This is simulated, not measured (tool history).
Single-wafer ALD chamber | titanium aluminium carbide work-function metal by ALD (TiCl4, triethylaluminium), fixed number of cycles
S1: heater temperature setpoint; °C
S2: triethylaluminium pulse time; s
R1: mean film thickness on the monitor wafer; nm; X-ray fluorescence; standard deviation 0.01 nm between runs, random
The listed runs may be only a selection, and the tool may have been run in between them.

{"run": 1, "day": 0.0, "S1": 280, "S2": 10.88, "R1": 1.9832}
{"run": 2, "day": 0.15, "S1": 290, "S2": 10.88, "R1": 2.0791}
{"run": 3, "day": 0.367, "S1": 290, "S2": 12.41, "R1": 2.1092}
{"run": 4, "day": 0.654, "S1": 280, "S2": 12.41, "R1": 2.0295}
{"run": 5, "day": 0.975, "S1": 280, "S2": 14.24, "R1": 2.035}
{"run": 6, "day": 1.021, "S1": 287, "S2": 14.24, "R1": 2.1085}
{"run": 7, "day": 1.342, "S1": 281, "S2": 13.03, "R1": 2.0001}
{"run": 8, "day": 1.608, "S1": 277, "S2": 12.69, "R1": 1.9652}
{"run": 9, "day": 1.883, "S1": 273, "S2": 12.34, "R1": 1.9485}
{"run": 10, "day": 2.017, "S1": 269, "S2": 11.34, "R1": 1.9116}
{"run": 11, "day": 2.217, "S1": 266, "S2": 10.04, "R1": 1.8331}
{"run": 12, "day": 2.45, "S1": 264, "S2": 9.85, "R1": 1.8436}
{"run": 13, "day": 2.508, "S1": 262, "S2": 9.32, "R1": 1.7925}
{"run": 14, "day": 2.862, "S1": 261, "S2": 9.22, "R1": 1.7677}

Forecast run 15:
{"run": 15, "day": 3.171, "S1": 261, "S2": 9.18, "R1": "?"}

Logged for run 15: R1 1.7899 nm.
